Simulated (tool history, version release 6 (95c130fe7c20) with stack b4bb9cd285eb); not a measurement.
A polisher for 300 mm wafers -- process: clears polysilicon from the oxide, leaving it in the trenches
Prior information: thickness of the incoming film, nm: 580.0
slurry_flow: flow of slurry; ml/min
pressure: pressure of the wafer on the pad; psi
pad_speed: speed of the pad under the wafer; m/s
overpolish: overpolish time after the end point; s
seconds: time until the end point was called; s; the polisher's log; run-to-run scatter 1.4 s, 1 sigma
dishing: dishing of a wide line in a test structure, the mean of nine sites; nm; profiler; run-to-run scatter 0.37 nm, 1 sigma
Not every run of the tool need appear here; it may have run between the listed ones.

run,hour,slurry_flow,pressure,pad_speed,overpolish,seconds,dishing
1,0.0,165,1.8,0.86,17,63.198,36.958
2,2.5,165,1.8,1.00,17,54.799,36.094
3,8.8,165,1.8,1.00,14,55.133,35.988
4,13.7,165,1.8,0.82,14,63.698,35.885
5,20.9,145,1.5,0.86,11,75.473,33.478
6,26.9,130,1.3,0.90,9,86.372,30.435
7,29.2,120,1.1,0.96,8,95.231,27.177
8,30.0,100,0.8,1.14,5,113.010,18.855

For run 9, what comes out?
9,34.2,110,0.8,1.14,5,?,?

{"run 9": {"seconds": 111.37, "dishing": 19.498}}
